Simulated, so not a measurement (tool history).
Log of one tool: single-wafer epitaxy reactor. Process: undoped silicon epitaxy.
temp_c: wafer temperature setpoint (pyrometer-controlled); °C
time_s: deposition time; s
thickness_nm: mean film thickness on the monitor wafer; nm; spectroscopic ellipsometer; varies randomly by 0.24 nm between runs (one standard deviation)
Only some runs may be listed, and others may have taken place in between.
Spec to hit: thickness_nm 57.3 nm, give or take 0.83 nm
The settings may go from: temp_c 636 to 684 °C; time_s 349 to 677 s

run  hour  temp_c  time_s  thickness_nm
  1     0     660     513        106.26
  2   2.8     657     507        97.306
  3   4.4     655     504        92.103
  4     9     655     467         84.86
  5  14.5     653     467        81.152
  6  21.4     653     395        68.338
  7  27.5     652     395        67.108
  8  32.6     651     395        65.908
  9  34.8     651     395        65.388
 10  37.9     650     395        63.915
 11  41.2     649     395        61.688
 12  43.7     647     395        59.497
 13  50.6     647     395        59.002

Exactly one of the 4 candidate moves below puts every result within its allowed miss. Which one?
  A  57.5     646     376             ?
  B  57.5     641     428             ?
  C  57.5     646     391             ?
  D  57.5     647     398             ?

move  thickness_nm
   A        55.124
   B        55.287
   C        57.324
   D        59.835
A: takes the result that was furthest off past its target
B: takes the result that was furthest off past its target
C: all results in spec
D: its largest miss is bigger than the last run's
Correct choice: C, which meets every target
